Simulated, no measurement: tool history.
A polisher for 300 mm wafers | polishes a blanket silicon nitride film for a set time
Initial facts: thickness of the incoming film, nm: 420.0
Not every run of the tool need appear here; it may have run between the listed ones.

run  hour  flow of slurry (ml/min)  pressure of the wafer on the pad (kPa)  speed of the pad under the wafer (m/s)  polishing time (s)  film removed (nm)
  1   0.0                      315                                    28.3                                    1.14                  48             116.15
  2   3.2                      315                                    27.6                                    1.14                  48             115.08
  3   5.2                      315                                    26.9                                    1.14                  48             110.20
  4   7.4                      315                                    31.7                                    1.14                  48             126.43
  5  14.0                      315                                    31.0                                    1.14                  48             122.18
  6  17.6                      315                                    30.3                                    1.14                  48             123.95
  7  18.6                      315                                    29.6                                    1.14                  48             122.23
  8  26.7                      315                                    29.0                                    1.14                  48             117.10
  9  33.2                      315                                    28.3                                    1.14                  48             115.81
 10  37.9                      315                                    27.6                                    1.14                  48             115.44

What does the tool deliver on the next run?
 11  41.4                      315                                    26.9                                    1.14                  48                  ?

film removed (nm): 111.03
